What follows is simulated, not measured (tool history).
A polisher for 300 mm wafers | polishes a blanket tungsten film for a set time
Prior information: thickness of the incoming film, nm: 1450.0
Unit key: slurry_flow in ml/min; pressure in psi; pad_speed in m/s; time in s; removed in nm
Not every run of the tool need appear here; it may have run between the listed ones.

Run 1, day 0: slurry_flow 165 ml/min, pressure 2.5 psi, pad_speed 0.84 m/s, slurry_solids 1, time 34 s. Result: removed 106.66 nm.
Run 2, day 0.2: slurry_flow 175 ml/min, pressure 2.6 psi, pad_speed 0.84 m/s, slurry_solids 1, time 34 s. Result: removed 111.64 nm.
Run 3, day 0.538: slurry_flow 175 ml/min, pressure 2.6 psi, pad_speed 0.84 m/s, slurry_solids 1.15, time 34 s. Result: removed 116.18 nm.
Run 4, day 0.883: slurry_flow 175 ml/min, pressure 2.9 psi, pad_speed 0.84 m/s, slurry_solids 1.15, time 34 s. Result: removed 129.55 nm.
Run 5, day 1.242: slurry_flow 190 ml/min, pressure 2.9 psi, pad_speed 0.84 m/s, slurry_solids 1.15, time 34 s. Result: removed 131.25 nm.
Run 6, day 1.583: slurry_flow 195 ml/min, pressure 2.9 psi, pad_speed 0.84 m/s, slurry_solids 1.15, time 34 s. Result: removed 131 nm.

Predict the results of run 7:
Run 7, day 1.738: slurry_flow 200 ml/min, pressure 3 psi, pad_speed 0.84 m/s, slurry_solids 1.15, time 34 s. Result: removed ?.

{"run 7": {"removed": 137.38}}
